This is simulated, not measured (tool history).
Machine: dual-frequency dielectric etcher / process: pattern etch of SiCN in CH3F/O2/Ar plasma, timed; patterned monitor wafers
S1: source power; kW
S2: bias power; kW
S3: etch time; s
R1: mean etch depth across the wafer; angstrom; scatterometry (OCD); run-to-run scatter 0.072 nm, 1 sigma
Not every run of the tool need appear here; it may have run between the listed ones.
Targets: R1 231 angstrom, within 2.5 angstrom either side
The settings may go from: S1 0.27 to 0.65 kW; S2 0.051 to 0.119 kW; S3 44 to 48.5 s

{"run": 1, "day": 0.0, "S1": 0.46, "S2": 0.085, "S3": 48.5, "R1": 217.26}
{"run": 2, "day": 0.371, "S1": 0.46, "S2": 0.085, "S3": 44, "R1": 199.15}
{"run": 3, "day": 0.729, "S1": 0.51, "S2": 0.085, "S3": 44, "R1": 204.68}
{"run": 4, "day": 0.758, "S1": 0.53, "S2": 0.087, "S3": 44, "R1": 209.12}
{"run": 5, "day": 1.067, "S1": 0.55, "S2": 0.089, "S3": 44, "R1": 212.93}
{"run": 6, "day": 1.404, "S1": 0.55, "S2": 0.083, "S3": 44, "R1": 207.72}
{"run": 7, "day": 1.438, "S1": 0.56, "S2": 0.085, "S3": 44, "R1": 210.99}
{"run": 8, "day": 1.575, "S1": 0.57, "S2": 0.087, "S3": 44, "R1": 213.68}
{"run": 9, "day": 1.946, "S1": 0.65, "S2": 0.093, "S3": 44, "R1": 227.54}

Below are 5 possible settings for the next run. Only one of them brings all results inside the allowed miss of their targets. Which is it?
{"run": "A", "day": 2.317, "S1": 0.65, "S2": 0.084, "S3": 45, "R1": "?"}
{"run": "B", "day": 2.317, "S1": 0.62, "S2": 0.093, "S3": 45.5, "R1": "?"}
{"run": "C", "day": 2.317, "S1": 0.64, "S2": 0.09, "S3": 44, "R1": "?"}
{"run": "D", "day": 2.317, "S1": 0.61, "S2": 0.079, "S3": 47, "R1": "?"}
{"run": "E", "day": 2.317, "S1": 0.62, "S2": 0.095, "S3": 44, "R1": "?"}

move=A R1=225.01
move=B R1=231.97
move=C R1=224.1
move=D R1=225.49
move=E R1=225.98
A: moves away from the targets compared with the last run
B: hits every target within its allowed miss
C: moves away from the targets compared with the last run
D: moves away from the targets compared with the last run
E: moves away from the targets compared with the last run
The move that meets every target is B.
